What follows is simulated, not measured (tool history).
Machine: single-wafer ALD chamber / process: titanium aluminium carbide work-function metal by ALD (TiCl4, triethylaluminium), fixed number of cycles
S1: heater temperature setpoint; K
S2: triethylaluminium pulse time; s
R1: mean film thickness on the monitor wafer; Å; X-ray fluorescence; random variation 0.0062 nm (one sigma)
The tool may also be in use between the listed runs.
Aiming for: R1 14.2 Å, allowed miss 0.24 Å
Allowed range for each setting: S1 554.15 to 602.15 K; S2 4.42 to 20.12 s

run 1 day=0 | S1=578.15 S2=12.27 | R1=19.111
run 2 day=0.054 | S1=571.15 S2=9.91 | R1=16.976
run 3 day=0.346 | S1=571.15 S2=6.75 | R1=12.163
run 4 day=0.367 | S1=571.15 S2=4.95 | R1=5.2591
run 5 day=0.475 | S1=566.15 S2=5.71 | R1=8.4481
run 6 day=0.521 | S1=566.15 S2=4.42 | R1=2.1646
run 7 day=0.817 | S1=573.15 S2=4.42 | R1=2.2592
run 8 day=1.179 | S1=567.15 S2=4.82 | R1=4.4678
run 9 day=1.25 | S1=563.15 S2=5.53 | R1=7.6221
run 10 day=1.417 | S1=560.15 S2=5.64 | R1=7.8807
run 11 day=1.696 | S1=558.15 S2=5.96 | R1=9.0403
run 12 day=2.062 | S1=557.15 S2=6.25 | R1=9.9401
run 13 day=2.408 | S1=556.15 S2=6.5 | R1=10.461
run 14 day=2.571 | S1=556.15 S2=6.5 | R1=10.565
run 15 day=2.871 | S1=555.15 S2=6.74 | R1=11.054
run 16 day=3.229 | S1=555.15 S2=6.98 | R1=11.639
run 17 day=3.458 | S1=555.15 S2=7.17 | R1=12.179
-- day=3.712 triethylaluminium bottle replaced
run 18 day=3.712 | S1=567.15 S2=10.7 | R1=18.186
run 19 day=3.771 | S1=570.15 S2=10.7 | R1=18.502
run 20 day=4.083 | S1=573.15 S2=10.7 | R1=18.796
run 21 day=4.15 | S1=577.15 S2=10.7 | R1=19.204

4 next moves are on the table. One of them brings every result within its allowed miss. Which?
run A day=4.217 | S1=577.15 S2=6.3 | R1=?
run B day=4.217 | S1=583.15 S2=6.2 | R1=?
run C day=4.217 | S1=578.15 S2=6.53 | R1=?
run D day=4.217 | S1=561.15 S2=6.7 | R1=?

move=A R1=13.489
move=B R1=13.541
move=C R1=14.267
move=D R1=13.531
A: takes the biggest miss from the last run beyond its target
B: takes the biggest miss from the last run beyond its target
C: all results in spec
D: takes the biggest miss from the last run beyond its target
So the answer is move C, the one that meets all the targets.
